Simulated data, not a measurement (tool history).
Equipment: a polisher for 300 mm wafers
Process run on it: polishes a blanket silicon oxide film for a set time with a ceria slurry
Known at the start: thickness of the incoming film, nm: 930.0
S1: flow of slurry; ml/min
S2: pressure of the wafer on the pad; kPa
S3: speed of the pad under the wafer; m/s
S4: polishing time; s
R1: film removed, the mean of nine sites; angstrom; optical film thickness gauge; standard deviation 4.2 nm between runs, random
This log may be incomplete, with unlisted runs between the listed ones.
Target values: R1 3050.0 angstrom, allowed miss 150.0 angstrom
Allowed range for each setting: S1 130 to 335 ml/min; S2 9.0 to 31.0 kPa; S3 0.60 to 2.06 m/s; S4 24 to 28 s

| run | day | S1 | S2 | S3 | S4 | R1 |
|---|---|---|---|---|---|---|
| 1 | 0.000 | 215 | 20.0 | 1.32 | 28 | 1681.1 |
| 2 | 0.046 | 165 | 20.0 | 1.32 | 28 | 1582.7 |
| 3 | 0.171 | 165 | 20.0 | 1.00 | 28 | 1246.3 |
| 4 | 0.292 | 170 | 22.1 | 1.08 | 28 | 1466.5 |
| 5 | 0.579 | 170 | 22.1 | 1.08 | 24 | 1281.8 |
| 6 | 0.767 | 175 | 24.1 | 1.18 | 24 | 1470.7 |
| 7 | 0.862 | 180 | 25.5 | 1.30 | 24 | 1732.9 |
| 8 | 0.933 | 185 | 26.9 | 1.38 | 24 | 1935.1 |
| 9 | 1.100 | 190 | 27.6 | 1.44 | 24 | 2031.6 |
| 10 | 1.321 | 195 | 28.3 | 1.52 | 24 | 2305.4 |
| 11 | 1.362 | 200 | 29.0 | 1.56 | 24 | 2322.2 |
| 12 | 1.442 | 200 | 29.6 | 1.62 | 24 | 2530.8 |
| 13 | 1.642 | 200 | 29.6 | 1.66 | 24 | 2501.8 |
| 14 | 1.842 | 205 | 29.6 | 1.70 | 24 | 2689.2 |
| 15 | 2.154 | 210 | 29.6 | 1.72 | 24 | 2600.2 |
| 16 | 2.346 | 210 | 29.6 | 1.76 | 24 | 2668.5 |
| 17 | 2.454 | 210 | 29.6 | 1.78 | 24 | 2689.1 |
| 18 | 2.592 | 210 | 29.6 | 1.80 | 24 | 2735.4 |

5 next moves are on the table. One of them brings every result within its allowed miss. Which?
| A | 2.729 | 250 | 27.6 | 1.82 | 24 | ? |
| B | 2.729 | 160 | 31.0 | 1.72 | 24 | ? |
| C | 2.729 | 240 | 31.0 | 1.68 | 27 | ? |
| D | 2.729 | 220 | 25.5 | 1.72 | 28 | ? |
| E | 2.729 | 155 | 31.0 | 1.48 | 27 | ? |

| move | R1 |
|---|---|
| A | 2691.1 |
| B | 2713.7 |
| C | 3112.9 |
| D | 2730.7 |
| E | 2627.1 |
A: the biggest miss grows against the last run
B: the biggest miss grows against the last run
C: in spec on every target
D: roughly where the last run was
E: the biggest miss grows against the last run
The right move is C.

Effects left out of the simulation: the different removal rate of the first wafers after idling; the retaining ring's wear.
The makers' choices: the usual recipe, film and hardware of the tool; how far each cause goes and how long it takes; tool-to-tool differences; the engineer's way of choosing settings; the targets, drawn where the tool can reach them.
